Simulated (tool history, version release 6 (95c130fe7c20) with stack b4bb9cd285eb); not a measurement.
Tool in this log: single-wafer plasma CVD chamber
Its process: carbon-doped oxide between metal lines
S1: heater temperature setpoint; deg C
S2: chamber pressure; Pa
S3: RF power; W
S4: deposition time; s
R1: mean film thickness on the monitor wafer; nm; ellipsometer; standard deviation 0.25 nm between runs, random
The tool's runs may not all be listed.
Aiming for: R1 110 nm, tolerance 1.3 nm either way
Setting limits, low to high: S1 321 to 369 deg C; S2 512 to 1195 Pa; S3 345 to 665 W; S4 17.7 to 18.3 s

Run 1, hour 0: S1 345 deg C, S2 853 Pa, S3 505 W, S4 17.7 s. Result: R1 99.77 nm.
Run 2, hour 0.8: S1 345 deg C, S2 776 Pa, S3 505 W, S4 17.7 s. Result: R1 98.561 nm.
Run 3, hour 8.4: S1 345 deg C, S2 685 Pa, S3 505 W, S4 17.7 s. Result: R1 97.271 nm.
Run 4, hour 11.4: S1 345 deg C, S2 685 Pa, S3 505 W, S4 17.7 s. Result: R1 97.483 nm.
Run 5, hour 14.7: S1 340 deg C, S2 767 Pa, S3 515 W, S4 17.7 s. Result: R1 101.43 nm.
Run 6, hour 15.9: S1 335 deg C, S2 808 Pa, S3 520 W, S4 17.7 s. Result: R1 104.82 nm.
Run 7, hour 16.8: S1 332 deg C, S2 821 Pa, S3 520 W, S4 17.7 s. Result: R1 105.87 nm.
Run 8, hour 20.5: S1 329 deg C, S2 833 Pa, S3 520 W, S4 17.7 s. Result: R1 106.74 nm.
Run 9, hour 23: S1 327 deg C, S2 848 Pa, S3 520 W, S4 17.7 s. Result: R1 107.54 nm.
Run 10, hour 28.6: S1 326 deg C, S2 860 Pa, S3 520 W, S4 17.7 s. Result: R1 108.05 nm.

Pick the move, out of 4, that brings all results within their allowed miss; only one does.
Run A, hour 34.2: S1 326 deg C, S2 661 Pa, S3 505 W, S4 18.3 s. Result: R1 ?.
Run B, hour 34.2: S1 337 deg C, S2 765 Pa, S3 530 W, S4 18 s. Result: R1 ?.
Run C, hour 34.2: S1 328 deg C, S2 868 Pa, S3 500 W, S4 17.7 s. Result: R1 ?.
Run D, hour 34.2: S1 333 deg C, S2 851 Pa, S3 540 W, S4 17.9 s. Result: R1 ?.

move      R1
   A  106.06
   B  106.35
   C   104.3
   D  109.71
A: its largest miss is bigger than the last run's
B: its largest miss is bigger than the last run's
C: its largest miss is bigger than the last run's
D: all results in spec
The move that meets every target is D.
